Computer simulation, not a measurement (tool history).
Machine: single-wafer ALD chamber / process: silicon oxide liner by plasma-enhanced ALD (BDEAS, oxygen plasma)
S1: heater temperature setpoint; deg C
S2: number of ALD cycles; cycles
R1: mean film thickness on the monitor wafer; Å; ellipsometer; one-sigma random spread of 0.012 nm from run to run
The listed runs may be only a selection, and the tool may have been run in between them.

run    day   S1  S2      R1
  1      0  310  37  35.844
  2  0.183  310  36  34.822
  3  0.383  310  35  33.749
  4  0.517  310  37  35.687
  5  0.788  310  36  34.693
  6  0.817  310  39  37.609
  7  0.858  311  37  35.799

What will run 8 give?
  8  1.079  311  36   ?

For run 8 the tool returned R1 35.01 Å.
